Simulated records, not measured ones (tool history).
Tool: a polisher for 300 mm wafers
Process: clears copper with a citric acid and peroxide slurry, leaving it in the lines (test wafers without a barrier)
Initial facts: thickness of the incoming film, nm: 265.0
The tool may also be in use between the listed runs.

run    day  flow of slurry (ml/min)  pressure of the wafer on the pad (psi)  speed of the pad under the wafer (m/s)  abrasive content of the slurry  overpolish time after the end point (s)  time until the end point was called (s)  dishing of a wide line in a test structure (angstrom)
  1  0.000                      170                                     2.8                                    1.06                            1.00                                       29                                   144.01                                                 322.38
  2  0.129                      180                                     3.1                                    1.06                            1.00                                       23                                   129.57                                                 285.47
  3  0.388                      180                                     3.1                                    1.06                            0.85                                       23                                   136.76                                                 277.68
  4  0.458                      190                                     3.4                                    1.06                            0.85                                       20                                   122.88                                                 269.80
  5  0.512                      190                                     3.4                                    1.06                            0.85                                       14                                   123.18                                                 196.13
  6  0.754                      195                                     3.6                                    1.06                            0.85                                       15                                   115.60                                                 236.62

The next listed run, before its measurement:
  7  0.896                      200                                     3.8                                    1.06                            0.85                                       15                                        ?                                                      ?

time until the end point was called (s): 108.90
dishing of a wide line in a test structure (angstrom): 230.02
